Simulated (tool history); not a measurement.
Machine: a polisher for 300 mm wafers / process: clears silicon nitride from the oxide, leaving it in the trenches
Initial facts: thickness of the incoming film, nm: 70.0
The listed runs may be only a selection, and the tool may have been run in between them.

run,hour,flow of slurry (ml/min),pressure of the wafer on the pad (psi),speed of the pad under the wafer (cm/s),overpolish time after the end point (s),time until the end point was called (s)
1,0,130,3,86,10,71.461
2,8.3,135,3.1,86,10,68.159
3,9,140,3.1,86,10,66.457
4,9.8,140,3.1,70,10,79.802
5,10.4,140,3.1,90,10,65.468
6,14.9,140,3.1,90,7,65.381
7,17.6,145,3.1,90,7,63.872

The next listed run, before its measurement:
8,20.4,180,3.2,90,7,?

{"run 8": {"time until the end point was called (s)": 59.985}}
